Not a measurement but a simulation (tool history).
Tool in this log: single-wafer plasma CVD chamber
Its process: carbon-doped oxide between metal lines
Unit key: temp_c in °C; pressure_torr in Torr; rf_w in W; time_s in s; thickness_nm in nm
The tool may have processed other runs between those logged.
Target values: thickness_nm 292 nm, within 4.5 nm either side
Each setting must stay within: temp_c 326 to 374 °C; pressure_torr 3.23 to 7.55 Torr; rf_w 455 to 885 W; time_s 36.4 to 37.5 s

Run 1, hour 0: temp_c 350 °C, pressure_torr 5.39 Torr, rf_w 670 W, time_s 36.4 s. Result: thickness_nm 242.52 nm.
Run 2, hour 3.5: temp_c 347 °C, pressure_torr 5.74 Torr, rf_w 695 W, time_s 36.4 s. Result: thickness_nm 249.69 nm.
Run 3, hour 6.2: temp_c 347 °C, pressure_torr 5.74 Torr, rf_w 695 W, time_s 37.5 s. Result: thickness_nm 259.05 nm.
Run 4, hour 7.2: temp_c 345 °C, pressure_torr 5.92 Torr, rf_w 720 W, time_s 37.5 s. Result: thickness_nm 264.01 nm.
Run 5, hour 14.6: temp_c 345 °C, pressure_torr 5.92 Torr, rf_w 665 W, time_s 37.5 s. Result: thickness_nm 254.62 nm.
Run 6, hour 16.3: temp_c 345 °C, pressure_torr 5.92 Torr, rf_w 575 W, time_s 37.5 s. Result: thickness_nm 235.73 nm.
Run 7, hour 21.1: temp_c 343 °C, pressure_torr 6.09 Torr, rf_w 625 W, time_s 37.5 s. Result: thickness_nm 248.74 nm.
Run 8, hour 24.9: temp_c 340 °C, pressure_torr 6.29 Torr, rf_w 660 W, time_s 37.5 s. Result: thickness_nm 258.63 nm.
Run 9, hour 28.1: temp_c 338 °C, pressure_torr 6.44 Torr, rf_w 685 W, time_s 37.5 s. Result: thickness_nm 267.74 nm.
Run 10, hour 32.5: temp_c 336 °C, pressure_torr 6.6 Torr, rf_w 700 W, time_s 37.5 s. Result: thickness_nm 272.84 nm.
Run 11, hour 39.1: temp_c 335 °C, pressure_torr 6.73 Torr, rf_w 710 W, time_s 37.5 s. Result: thickness_nm 274.34 nm.
Run 12, hour 46.5: temp_c 334 °C, pressure_torr 6.8 Torr, rf_w 720 W, time_s 37.5 s. Result: thickness_nm 281.26 nm.
Run 13, hour 49.2: temp_c 333 °C, pressure_torr 6.9 Torr, rf_w 725 W, time_s 37.5 s. Result: thickness_nm 281.31 nm.
Run 14, hour 50.4: temp_c 332 °C, pressure_torr 6.97 Torr, rf_w 730 W, time_s 37.5 s. Result: thickness_nm 283.32 nm.
Run 15, hour 52.9: temp_c 331 °C, pressure_torr 7.03 Torr, rf_w 735 W, time_s 37.5 s. Result: thickness_nm 286.67 nm.

Exercise: of the 4 proposed moves below, exactly one satisfies all targets within the stated allowed misses. Which move is it?
Run A, hour 55.4: temp_c 331 °C, pressure_torr 7.19 Torr, rf_w 730 W, time_s 37 s. Result: thickness_nm ?.
Run B, hour 55.4: temp_c 332 °C, pressure_torr 7.12 Torr, rf_w 760 W, time_s 37.5 s. Result: thickness_nm ?.
Run C, hour 55.4: temp_c 328 °C, pressure_torr 6.89 Torr, rf_w 715 W, time_s 37.2 s. Result: thickness_nm ?.
Run D, hour 55.4: temp_c 332 °C, pressure_torr 6.92 Torr, rf_w 735 W, time_s 37.1 s. Result: thickness_nm ?.

move  thickness_nm
   A        280.52
   B        288.77
   C        281.81
   D         280.4
A: the biggest miss grows against the last run
B: every result lands within tolerance
C: the biggest miss grows against the last run
D: the biggest miss grows against the last run
B is the move that brings every result within its allowed miss.
